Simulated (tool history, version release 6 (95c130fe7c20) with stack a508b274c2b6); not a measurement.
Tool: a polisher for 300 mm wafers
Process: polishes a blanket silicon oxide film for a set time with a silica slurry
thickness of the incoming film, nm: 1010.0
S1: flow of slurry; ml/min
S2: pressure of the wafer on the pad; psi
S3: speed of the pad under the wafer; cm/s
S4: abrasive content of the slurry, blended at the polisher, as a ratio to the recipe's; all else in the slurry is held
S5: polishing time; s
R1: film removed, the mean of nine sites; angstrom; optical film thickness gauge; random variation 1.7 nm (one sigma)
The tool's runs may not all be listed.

run	day	S1	S2	S3	S4	S5	R1
1	0.000	230	4.5	142	1.00	35	1697.5
2	0.250	230	4.5	142	1.00	31	1510.0
3	0.300	230	4.5	142	1.00	35	1696.8
4	0.462	230	4.5	142	1.15	35	1854.7
5	0.783	230	3.9	140	1.15	35	1566.3
6	1.021	230	3.2	140	1.15	35	1298.4
7	1.238	230	3.1	140	1.15	35	1316.1
8	1.292	230	2.9	140	1.15	35	1225.8

The next listed run, before its measurement:
9	1.488	230	2.8	140	1.15	35	?

Run 9 gave R1 1211.6 angstrom.
